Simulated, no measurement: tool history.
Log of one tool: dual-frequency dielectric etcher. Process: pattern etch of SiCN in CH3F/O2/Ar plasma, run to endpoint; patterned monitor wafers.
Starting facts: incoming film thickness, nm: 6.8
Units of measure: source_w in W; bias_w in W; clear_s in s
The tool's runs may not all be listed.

run	hour	source_w	bias_w	clear_s
1	0	510	92	15.228
2	4.4	530	93	14.895
3	6.3	550	94	14.703
4	7.6	460	94	15.837
5	14	460	83	16.544
6	15.6	500	83	15.939
7	23.2	530	84	15.422

What will run 8 give?
8	28.5	550	85	?

clear_s: 15.066 s

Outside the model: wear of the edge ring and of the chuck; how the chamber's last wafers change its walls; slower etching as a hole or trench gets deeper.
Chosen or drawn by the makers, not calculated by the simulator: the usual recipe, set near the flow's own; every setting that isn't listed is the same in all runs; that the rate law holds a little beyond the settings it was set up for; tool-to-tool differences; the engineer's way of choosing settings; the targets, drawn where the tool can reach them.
